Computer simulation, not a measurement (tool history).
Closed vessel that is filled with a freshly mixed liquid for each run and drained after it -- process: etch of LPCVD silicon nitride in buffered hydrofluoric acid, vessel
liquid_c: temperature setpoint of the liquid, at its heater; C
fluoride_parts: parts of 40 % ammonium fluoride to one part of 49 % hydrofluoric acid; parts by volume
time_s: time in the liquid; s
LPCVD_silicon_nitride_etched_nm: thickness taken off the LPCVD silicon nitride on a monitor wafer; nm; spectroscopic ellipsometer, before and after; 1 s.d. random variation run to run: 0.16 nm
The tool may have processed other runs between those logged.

run	day	liquid_c	fluoride_parts	time_s	LPCVD_silicon_nitride_etched_nm
1	0	22	8	560	9.2517
2	0.05	24	7.5	560	11.098
3	0.233	25.5	7.5	560	11.765
4	0.458	26.5	7	560	13.541
5	0.633	25	7	560	12.727
6	0.688	21.5	7	560	10.27
7	0.812	25.5	6.5	560	13.851
8	0.904	26.5	6.5	560	14.385
9	1.029	27.5	6.5	560	15.349

Forecast run 10:
10	1.067	28	6.5	560	?

LPCVD_silicon_nitride_etched_nm: 15.603 nm
